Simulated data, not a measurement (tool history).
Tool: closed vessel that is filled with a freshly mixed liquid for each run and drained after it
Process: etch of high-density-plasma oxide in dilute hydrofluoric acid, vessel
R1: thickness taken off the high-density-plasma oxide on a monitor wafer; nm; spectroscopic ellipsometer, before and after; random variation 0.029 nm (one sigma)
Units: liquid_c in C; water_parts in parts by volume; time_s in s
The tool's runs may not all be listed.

Run 1, hour 0: liquid_c 26 C, water_parts 280 parts by volume, time_s 185 s. Result: R1 2.9684 nm.
Run 2, hour 6.6: liquid_c 23.5 C, water_parts 280 parts by volume, time_s 185 s. Result: R1 2.7343 nm.
Run 3, hour 12.8: liquid_c 26 C, water_parts 270 parts by volume, time_s 185 s. Result: R1 3.116 nm.
Run 4, hour 14.7: liquid_c 26 C, water_parts 340 parts by volume, time_s 185 s. Result: R1 2.3048 nm.
Run 5, hour 22.9: liquid_c 27.5 C, water_parts 340 parts by volume, time_s 185 s. Result: R1 2.4384 nm.
Run 6, hour 24.2: liquid_c 29 C, water_parts 340 parts by volume, time_s 185 s. Result: R1 2.5439 nm.
Run 7, hour 32.8: liquid_c 30.5 C, water_parts 315 parts by volume, time_s 185 s. Result: R1 2.958 nm.

The next listed run, before its measurement:
Run 8, hour 34.6: liquid_c 31.5 C, water_parts 295 parts by volume, time_s 185 s. Result: R1 ?.

{"run 8": {"R1": 3.3673}}
